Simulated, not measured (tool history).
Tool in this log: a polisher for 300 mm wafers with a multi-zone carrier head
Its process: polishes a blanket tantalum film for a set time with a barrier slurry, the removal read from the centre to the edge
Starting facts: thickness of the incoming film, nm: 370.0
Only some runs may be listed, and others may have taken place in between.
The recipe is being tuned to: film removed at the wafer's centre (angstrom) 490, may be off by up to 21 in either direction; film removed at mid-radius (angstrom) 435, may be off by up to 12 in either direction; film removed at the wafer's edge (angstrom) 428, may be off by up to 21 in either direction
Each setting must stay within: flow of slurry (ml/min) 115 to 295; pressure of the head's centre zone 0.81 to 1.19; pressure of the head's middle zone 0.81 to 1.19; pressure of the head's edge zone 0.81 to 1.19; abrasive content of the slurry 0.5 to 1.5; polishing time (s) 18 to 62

run  hour  flow of slurry (ml/min)  pressure of the head's centre zone  pressure of the head's middle zone  pressure of the head's edge zone  abrasive content of the slurry  polishing time (s)  film removed at the wafer's centre (angstrom)  film removed at mid-radius (angstrom)  film removed at the wafer's edge (angstrom)
  1     0                      190                                   1                                   1                                 1                               1                  40                                         529.58                                 551.55                                       529.08
  2   2.8                      190                                   1                                   1                                 1                             0.9                  40                                         509.51                                 528.99                                        509.6
  3   9.4                      190                                   1                                   1                                 1                             1.1                  40                                         550.91                                 566.72                                       558.85
  4    17                      185                                1.02                                0.96                              0.96                            0.95                  40                                          534.8                                  520.4                                       522.51
  5  25.6                      185                                1.02                                0.99                              0.96                            0.95                  40                                         533.21                                    534                                       506.93
  6  31.3                      175                                1.03                                0.96                              0.93                            0.85                  40                                         516.51                                 491.12                                       474.89
  7  32.5                      165                                1.03                                0.94                              0.91                             0.8                  40                                         491.51                                 461.84                                       454.19
  8  33.2                      155                                1.04                                0.93                               0.9                             0.8                  40                                         498.02                                 450.87                                       447.28
  9  41.8                      150                                1.04                                0.93                              0.89                             0.8                  40                                         485.36                                 454.13                                       448.35

Which of these 4 next moves meets every target?
  A  50.4                      170                                1.11                                1.03                              0.81                            0.85                  36                                              ?                                      ?                                            ?
  B  50.4                      130                                1.06                                   1                              0.88                            0.75                  42                                              ?                                      ?                                            ?
  C  50.4                      145                                1.06                                0.91                              0.83                             0.7                  43                                              ?                                      ?                                            ?
  D  50.4                      160                                1.05                                0.95                              0.86                             0.7                  43                                              ?                                      ?                                            ?

move  film removed at the wafer's centre (angstrom)  film removed at mid-radius (angstrom)  film removed at the wafer's edge (angstrom)
   A                                         492.18                                 465.52                                       416.75
   B                                         489.93                                 473.48                                       456.76
   C                                          490.7                                 437.42                                       442.92
   D                                         495.67                                 460.78                                          455
A: misses by more than the last run did
B: misses by more than the last run did
C: in spec on every target
D: misses by more than the last run did
So the answer is move C, the one that meets all the targets.

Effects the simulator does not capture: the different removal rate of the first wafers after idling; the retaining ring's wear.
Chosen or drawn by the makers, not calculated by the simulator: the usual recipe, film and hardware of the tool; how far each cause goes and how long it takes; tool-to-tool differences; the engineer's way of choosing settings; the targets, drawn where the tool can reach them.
